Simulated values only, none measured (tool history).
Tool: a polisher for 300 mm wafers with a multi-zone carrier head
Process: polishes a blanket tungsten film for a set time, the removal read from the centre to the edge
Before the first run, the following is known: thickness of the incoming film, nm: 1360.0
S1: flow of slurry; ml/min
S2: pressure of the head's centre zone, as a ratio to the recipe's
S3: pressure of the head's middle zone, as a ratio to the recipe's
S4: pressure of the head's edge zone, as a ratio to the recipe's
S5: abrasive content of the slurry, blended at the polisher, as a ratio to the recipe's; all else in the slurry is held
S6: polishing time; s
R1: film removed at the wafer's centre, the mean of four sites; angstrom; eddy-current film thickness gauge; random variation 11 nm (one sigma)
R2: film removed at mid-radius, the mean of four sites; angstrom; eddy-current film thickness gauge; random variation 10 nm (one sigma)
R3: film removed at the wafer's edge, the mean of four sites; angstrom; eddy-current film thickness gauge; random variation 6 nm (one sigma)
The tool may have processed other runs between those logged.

run,day,S1,S2,S3,S4,S5,S6,R1,R2,R3
1,0,175,1,1,1,1,71,5758.1,5731.9,5825.7
2,0.079,175,1,1,1,1,86,6956.5,6920.7,6962
3,0.392,175,1,1,1,0.85,86,6788.8,6815.1,6705.3
4,0.688,175,1,1,0.96,0.85,86,6877.9,6694.5,6591.6
5,1.058,175,0.94,1,0.96,0.85,86,6246.2,6738.7,6608.6
6,1.288,180,0.96,1,0.97,0.9,86,6600.2,6781,6737.2

Run 7 is up next; what results do you expect?
7,1.617,190,0.98,1,0.98,0.9,86,?,?,?

Run 7 yielded R1 6846.9 angstrom, R2 7009.8 angstrom, R3 6772.7 angstrom.
